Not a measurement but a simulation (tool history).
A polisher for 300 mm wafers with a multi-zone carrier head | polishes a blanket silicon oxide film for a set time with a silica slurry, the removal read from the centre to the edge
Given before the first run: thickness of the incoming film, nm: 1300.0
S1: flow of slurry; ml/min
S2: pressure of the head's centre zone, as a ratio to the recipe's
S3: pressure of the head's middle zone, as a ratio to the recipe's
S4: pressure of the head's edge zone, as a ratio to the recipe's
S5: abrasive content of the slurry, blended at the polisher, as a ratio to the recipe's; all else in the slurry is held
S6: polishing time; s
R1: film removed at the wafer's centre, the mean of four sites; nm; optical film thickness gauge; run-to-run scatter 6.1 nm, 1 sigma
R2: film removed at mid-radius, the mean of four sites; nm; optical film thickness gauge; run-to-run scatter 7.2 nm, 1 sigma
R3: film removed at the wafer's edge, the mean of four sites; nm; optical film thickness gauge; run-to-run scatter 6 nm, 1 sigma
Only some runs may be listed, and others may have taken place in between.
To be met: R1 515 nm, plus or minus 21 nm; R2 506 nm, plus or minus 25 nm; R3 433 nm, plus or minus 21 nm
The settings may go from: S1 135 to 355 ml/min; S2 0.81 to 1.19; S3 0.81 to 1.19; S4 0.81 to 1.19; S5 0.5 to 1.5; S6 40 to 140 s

run 1 hour=0 | S1=225 S2=1 S3=1 S4=1 S5=1 S6=90 | R1=354.31 R2=373.52 R3=362.45
run 2 hour=8.1 | S1=275 S2=1 S3=1 S4=1 S5=1 S6=90 | R1=360.26 R2=376.79 R3=368.97
run 3 hour=11.7 | S1=275 S2=1 S3=1 S4=0.95 S5=1 S6=90 | R1=362.14 R2=375.49 R3=361.96
run 4 hour=20.3 | S1=275 S2=1.05 S3=1.04 S4=0.94 S5=1.1 S6=91 | R1=402.38 R2=406.75 R3=368.67
run 5 hour=28.8 | S1=275 S2=1.07 S3=1.06 S4=0.96 S5=1.2 S6=92 | R1=419.73 R2=419.41 R3=401.92
run 6 hour=37.7 | S1=275 S2=1.07 S3=1.01 S4=0.96 S5=1.2 S6=92 | R1=415.38 R2=414.83 R3=401.06
run 7 hour=46 | S1=275 S2=1.09 S3=1.05 S4=0.92 S5=1.3 S6=93 | R1=456.97 R2=432.07 R3=397.89
run 8 hour=54.5 | S1=280 S2=1.09 S3=1.09 S4=0.92 S5=1.35 S6=94 | R1=462.58 R2=461.25 R3=410.64
run 9 hour=55.1 | S1=285 S2=1.11 S3=1.11 S4=0.92 S5=1.4 S6=94 | R1=471.23 R2=482.49 R3=416.01
run 10 hour=58 | S1=290 S2=1.13 S3=1.11 S4=0.92 S5=1.45 S6=94 | R1=494.76 R2=496 R3=421.4

5 next moves are on the table. One of them brings every result within its allowed miss. Which?
run A hour=60.9 | S1=340 S2=1.11 S3=1.17 S4=0.94 S5=1.15 S6=100 | R1=? R2=? R3=?
run B hour=60.9 | S1=340 S2=1.12 S3=1.1 S4=0.9 S5=1.45 S6=97 | R1=? R2=? R3=?
run C hour=60.9 | S1=265 S2=1.07 S3=1.05 S4=0.98 S5=1.4 S6=97 | R1=? R2=? R3=?
run D hour=60.9 | S1=250 S2=1.06 S3=1.1 S4=0.93 S5=1.45 S6=98 | R1=? R2=? R3=?
run E hour=60.9 | S1=355 S2=1.11 S3=1.11 S4=0.86 S5=1.5 S6=89 | R1=? R2=? R3=?

move=A R1=477.64 R2=497.39 R3=417.06
move=B R1=505.65 R2=495.11 R3=429.44
move=C R1=464.05 R2=458.67 R3=433.64
move=D R1=466.32 R2=484.4 R3=429.79
move=E R1=466.79 R2=464.64 R3=391.29
A: its largest miss is bigger than the last run's
B: meets every target
C: its largest miss is bigger than the last run's
D: its largest miss is bigger than the last run's
E: its largest miss is bigger than the last run's
B meets every target.

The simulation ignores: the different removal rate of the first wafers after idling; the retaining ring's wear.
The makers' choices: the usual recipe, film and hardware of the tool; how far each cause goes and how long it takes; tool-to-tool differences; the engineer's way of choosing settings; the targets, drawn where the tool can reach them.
